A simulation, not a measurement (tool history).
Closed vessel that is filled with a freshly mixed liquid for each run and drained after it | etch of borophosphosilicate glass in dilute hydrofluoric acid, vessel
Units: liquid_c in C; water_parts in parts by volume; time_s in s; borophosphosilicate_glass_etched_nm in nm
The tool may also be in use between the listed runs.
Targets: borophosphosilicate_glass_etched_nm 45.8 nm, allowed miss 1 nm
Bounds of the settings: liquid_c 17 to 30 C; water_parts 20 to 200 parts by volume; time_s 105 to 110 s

run,day,liquid_c,water_parts,time_s,borophosphosilicate_glass_etched_nm
1,0,22,110,105,37.435
2,0.238,23.5,110,105,39.695
3,0.496,24.5,110,105,41.531
4,0.646,24.5,110,110,43.309
5,0.917,24.5,110,110,43.012
6,1.208,24.5,140,110,32.619
7,1.408,26,135,110,36.352
8,1.492,27,130,110,39.69
9,1.725,28,130,110,40.584
10,1.858,28.5,130,110,41.304
11,2.158,29,130,110,42.357
12,2.367,29,130,110,42.318
13,2.446,29.5,130,110,43.36
14,2.729,30,130,110,43.843

Which of these 4 next moves meets every target?
A,3.012,29,125,105,?
B,3.012,30,120,105,?
C,3.012,29.5,135,110,?
D,3.012,28,130,110,?

move,borophosphosilicate_glass_etched_nm
A,42.616
B,46.374
C,41.551
D,41.092
A: further off than the last run
B: meets every target
C: further off than the last run
D: further off than the last run
Answer: B
